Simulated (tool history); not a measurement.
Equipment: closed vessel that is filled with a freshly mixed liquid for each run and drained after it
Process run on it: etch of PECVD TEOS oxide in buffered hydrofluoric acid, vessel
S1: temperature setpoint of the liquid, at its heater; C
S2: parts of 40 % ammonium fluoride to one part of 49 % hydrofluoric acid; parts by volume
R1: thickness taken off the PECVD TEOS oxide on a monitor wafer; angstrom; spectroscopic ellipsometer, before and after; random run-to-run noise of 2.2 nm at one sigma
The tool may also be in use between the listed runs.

{"run": 1, "hour": 0.0, "S1": 22.0, "S2": 11.5, "time in the liquid (s)": 90, "R1": 2522.5}
{"run": 2, "hour": 8.0, "S1": 23.0, "S2": 11.0, "time in the liquid (s)": 90, "R1": 2768.4}
{"run": 3, "hour": 13.6, "S1": 23.0, "S2": 11.0, "time in the liquid (s)": 100, "R1": 3076.8}
{"run": 4, "hour": 20.4, "S1": 25.5, "S2": 11.0, "time in the liquid (s)": 100, "R1": 3541.7}
{"run": 5, "hour": 29.1, "S1": 25.5, "S2": 8.0, "time in the liquid (s)": 100, "R1": 4722.2}
{"run": 6, "hour": 31.2, "S1": 25.5, "S2": 8.0, "time in the liquid (s)": 90, "R1": 4221.2}
{"run": 7, "hour": 34.9, "S1": 26.0, "S2": 8.0, "time in the liquid (s)": 90, "R1": 4364.5}
{"run": 8, "hour": 40.8, "S1": 26.5, "S2": 8.0, "time in the liquid (s)": 90, "R1": 4453.5}
{"run": 9, "hour": 42.4, "S1": 27.0, "S2": 8.0, "time in the liquid (s)": 90, "R1": 4576.0}
{"run": 10, "hour": 48.7, "S1": 27.5, "S2": 8.0, "time in the liquid (s)": 90, "R1": 4702.2}
{"run": 11, "hour": 53.7, "S1": 28.0, "S2": 8.0, "time in the liquid (s)": 90, "R1": 4849.3}
{"run": 12, "hour": 58.6, "S1": 29.0, "S2": 8.0, "time in the liquid (s)": 90, "R1": 5162.7}
{"run": 13, "hour": 64.3, "S1": 29.5, "S2": 8.0, "time in the liquid (s)": 90, "R1": 5225.0}

The next listed run, before its measurement:
{"run": 14, "hour": 65.8, "S1": 29.5, "S2": 8.0, "time in the liquid (s)": 90, "R1": "?"}

Run 14 measured R1 5270.4 angstrom.

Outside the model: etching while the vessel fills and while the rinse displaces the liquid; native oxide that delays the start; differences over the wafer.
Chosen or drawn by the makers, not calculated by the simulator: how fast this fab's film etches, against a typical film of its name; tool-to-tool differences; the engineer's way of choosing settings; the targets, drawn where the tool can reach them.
